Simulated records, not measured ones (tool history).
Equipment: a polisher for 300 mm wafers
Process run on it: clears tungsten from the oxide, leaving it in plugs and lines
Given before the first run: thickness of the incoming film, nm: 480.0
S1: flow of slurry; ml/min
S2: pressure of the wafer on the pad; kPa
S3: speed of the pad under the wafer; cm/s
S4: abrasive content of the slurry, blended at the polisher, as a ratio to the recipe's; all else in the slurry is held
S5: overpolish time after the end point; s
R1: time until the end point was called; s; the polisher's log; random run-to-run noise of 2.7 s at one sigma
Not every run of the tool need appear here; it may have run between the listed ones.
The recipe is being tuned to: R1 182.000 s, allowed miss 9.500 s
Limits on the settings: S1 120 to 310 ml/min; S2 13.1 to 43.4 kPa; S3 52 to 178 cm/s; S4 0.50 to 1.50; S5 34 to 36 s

run  hour   S1    S2   S3    S4  S5       R1
  1   0.0  200  28.3  114  1.00  34   91.734
  2   4.0  200  33.1  114  1.00  34   76.675
  3  11.7  240  33.1  114  1.00  34   76.412
  4  15.9  240  29.6  114  1.00  34   85.764
  5  19.8  240  29.6  114  1.00  36   84.469
  6  26.6  240  26.9  110  1.00  36   97.911
  7  28.5  240  24.8  108  1.00  36  108.430
  8  32.0  240  22.8  106  1.00  36  118.390
  9  33.1  240  21.4  104  1.00  36  128.290
 10  34.7  240  20.0  104  1.00  36  133.990
     41.7  -- worn pad replaced by a new one
 11  41.7  240  18.6  102  1.00  36  137.230
 12  44.5  240  17.9  100  1.00  36  145.780

Exactly one of the 4 candidate moves below puts every result within its allowed miss. Which one?
  A  47.3  235  18.6   78  0.95  36   ?
  B  47.3  215  13.8  106  0.65  36   ?
  C  47.3  245  17.9   84  1.05  36   ?
  D  47.3  185  24.8   66  0.95  36   ?

move       R1
   A  177.590
   B  197.060
   C  166.120
   D  162.860
A: each result inside its tolerance
B: takes the biggest miss from the last run beyond its target
C: closer than the last run, but not yet in spec
D: closer than the last run, but not yet in spec
Correct choice: A, which meets every target

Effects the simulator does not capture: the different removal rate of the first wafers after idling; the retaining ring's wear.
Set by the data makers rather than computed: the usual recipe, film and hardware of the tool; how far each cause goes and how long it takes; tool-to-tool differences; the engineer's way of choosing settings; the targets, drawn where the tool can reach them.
